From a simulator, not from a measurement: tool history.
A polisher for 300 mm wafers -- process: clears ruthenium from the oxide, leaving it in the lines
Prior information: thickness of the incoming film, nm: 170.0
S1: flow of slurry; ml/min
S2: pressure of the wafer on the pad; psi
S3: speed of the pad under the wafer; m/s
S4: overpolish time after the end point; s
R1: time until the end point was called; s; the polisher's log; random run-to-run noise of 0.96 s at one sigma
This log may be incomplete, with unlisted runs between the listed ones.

Run 1, day 0: S1 315 ml/min, S2 2.4 psi, S3 1.14 m/s, S4 6 s. Result: R1 102.68 s.
Run 2, day 0.2: S1 315 ml/min, S2 2.5 psi, S3 1.14 m/s, S4 6 s. Result: R1 98.696 s.
Run 3, day 0.483: S1 315 ml/min, S2 2.5 psi, S3 1 m/s, S4 6 s. Result: R1 113.23 s.
Run 4, day 0.75: S1 390 ml/min, S2 2.5 psi, S3 1 m/s, S4 6 s. Result: R1 108.98 s.
Run 5, day 1.021: S1 390 ml/min, S2 2.5 psi, S3 1 m/s, S4 5 s. Result: R1 108.51 s.
Run 6, day 1.246: S1 390 ml/min, S2 2.6 psi, S3 1 m/s, S4 5 s. Result: R1 104.65 s.
Run 7, day 1.275: S1 390 ml/min, S2 2.6 psi, S3 1 m/s, S4 5 s. Result: R1 106.85 s.
Run 8, day 1.329: S1 390 ml/min, S2 2.7 psi, S3 1 m/s, S4 5 s. Result: R1 105.39 s.
Run 9, day 1.492: S1 390 ml/min, S2 2.8 psi, S3 1 m/s, S4 5 s. Result: R1 98.771 s.
Run 10, day 1.692: S1 390 ml/min, S2 2.9 psi, S3 1 m/s, S4 5 s. Result: R1 96.42 s.

Run 11 is up next; what results do you expect?
Run 11, day 2: S1 390 ml/min, S2 3.1 psi, S3 1 m/s, S4 5 s. Result: R1 ?.

Run 11 gave R1 88.795 s.

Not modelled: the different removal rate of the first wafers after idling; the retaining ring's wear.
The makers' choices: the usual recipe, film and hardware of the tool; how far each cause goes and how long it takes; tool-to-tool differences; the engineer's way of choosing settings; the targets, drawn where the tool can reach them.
